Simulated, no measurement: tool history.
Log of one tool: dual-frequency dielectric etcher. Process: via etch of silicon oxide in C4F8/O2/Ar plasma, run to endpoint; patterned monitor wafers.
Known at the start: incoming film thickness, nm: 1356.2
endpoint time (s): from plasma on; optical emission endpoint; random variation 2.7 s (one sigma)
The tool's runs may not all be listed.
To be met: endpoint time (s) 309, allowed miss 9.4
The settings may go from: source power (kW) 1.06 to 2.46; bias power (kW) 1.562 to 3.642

| run | hour | source power (kW) | bias power (kW) | endpoint time (s) |
|---|---|---|---|---|
| 1 | 0 | 1.76 | 2.602 | 252.51 |
| 2 | 5.9 | 1.67 | 2.518 | 259.43 |
| 3 | 14.9 | 1.59 | 2.437 | 266.94 |
| 4 | 22.2 | 1.59 | 2.776 | 255.51 |
| 5 | 30.5 | 1.73 | 2.776 | 246.79 |
| 6 | 37.6 | 1.85 | 2.776 | 246.42 |
| 7 | 40.5 | 1.75 | 2.595 | 254.08 |
|  | 49.5 | wet clean of the chamber |
| 8 | 49.5 | 1.67 | 2.475 | 276.02 |
| 9 | 53.3 | 1.62 | 2.446 | 276.68 |

Which of these 5 next moves meets every target?
| A | 57.1 | 1.92 | 3.106 | ? |
| B | 57.1 | 1.44 | 2.568 | ? |
| C | 57.1 | 2.07 | 3.223 | ? |
| D | 57.1 | 1.55 | 1.779 | ? |
| E | 57.1 | 1.59 | 2.221 | ? |

| move | endpoint time (s) |
|---|---|
| A | 242.05 |
| B | 281.38 |
| C | 233.37 |
| D | 302.33 |
| E | 283.16 |
A: further off than the last run
B: nearer than the last run, and not there yet
C: further off than the last run
D: meets every target
E: nearer than the last run, and not there yet
Answer: D
